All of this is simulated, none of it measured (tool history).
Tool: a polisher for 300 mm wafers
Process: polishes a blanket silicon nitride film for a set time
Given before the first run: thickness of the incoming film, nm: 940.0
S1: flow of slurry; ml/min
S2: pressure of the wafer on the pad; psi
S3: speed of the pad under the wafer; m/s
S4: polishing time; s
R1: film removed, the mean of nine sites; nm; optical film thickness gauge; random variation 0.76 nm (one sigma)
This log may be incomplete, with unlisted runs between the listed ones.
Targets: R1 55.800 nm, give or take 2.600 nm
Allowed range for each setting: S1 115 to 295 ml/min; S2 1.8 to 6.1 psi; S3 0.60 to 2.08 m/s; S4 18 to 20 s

{"run": 1, "hour": 0.0, "S1": 190, "S2": 3.9, "S3": 1.34, "S4": 20, "R1": 38.309}
{"run": 2, "hour": 4.7, "S1": 190, "S2": 4.2, "S3": 1.36, "S4": 20, "R1": 40.193}
{"run": 3, "hour": 10.0, "S1": 190, "S2": 4.6, "S3": 1.38, "S4": 20, "R1": 45.896}
{"run": 4, "hour": 10.5, "S1": 190, "S2": 4.3, "S3": 1.38, "S4": 20, "R1": 43.884}
{"run": 5, "hour": 12.3, "S1": 190, "S2": 4.3, "S3": 1.38, "S4": 18, "R1": 38.755}
{"run": 6, "hour": 13.7, "S1": 190, "S2": 4.7, "S3": 1.4, "S4": 18, "R1": 42.585}
{"run": 7, "hour": 15.5, "S1": 190, "S2": 5.0, "S3": 1.42, "S4": 18, "R1": 46.217}
{"run": 8, "hour": 19.0, "S1": 190, "S2": 5.2, "S3": 1.42, "S4": 18, "R1": 48.295}
{"run": 9, "hour": 22.6, "S1": 190, "S2": 5.4, "S3": 1.42, "S4": 18, "R1": 49.822}
{"run": 10, "hour": 26.0, "S1": 190, "S2": 5.5, "S3": 1.42, "S4": 18, "R1": 50.834}
{"run": 11, "hour": 33.3, "S1": 190, "S2": 5.6, "S3": 1.42, "S4": 18, "R1": 50.575}
{"run": 12, "hour": 37.5, "S1": 190, "S2": 5.7, "S3": 1.42, "S4": 18, "R1": 52.393}
{"run": 13, "hour": 44.9, "S1": 190, "S2": 5.8, "S3": 1.42, "S4": 18, "R1": 52.717}

4 next moves are on the table. One of them brings every result within its allowed miss. Which?
{"run": "A", "hour": 52.3, "S1": 205, "S2": 4.5, "S3": 1.76, "S4": 20, "R1": "?"}
{"run": "B", "hour": 52.3, "S1": 265, "S2": 5.2, "S3": 1.44, "S4": 18, "R1": "?"}
{"run": "C", "hour": 52.3, "S1": 195, "S2": 5.6, "S3": 1.36, "S4": 18, "R1": "?"}
{"run": "D", "hour": 52.3, "S1": 195, "S2": 5.3, "S3": 1.52, "S4": 18, "R1": "?"}

move=A R1=55.466
move=B R1=50.462
move=C R1=49.940
move=D R1=51.724
A: in spec on every target
B: lands further from the targets than the last run did
C: lands further from the targets than the last run did
D: lands further from the targets than the last run did
So the answer is move A, the one that meets all the targets.
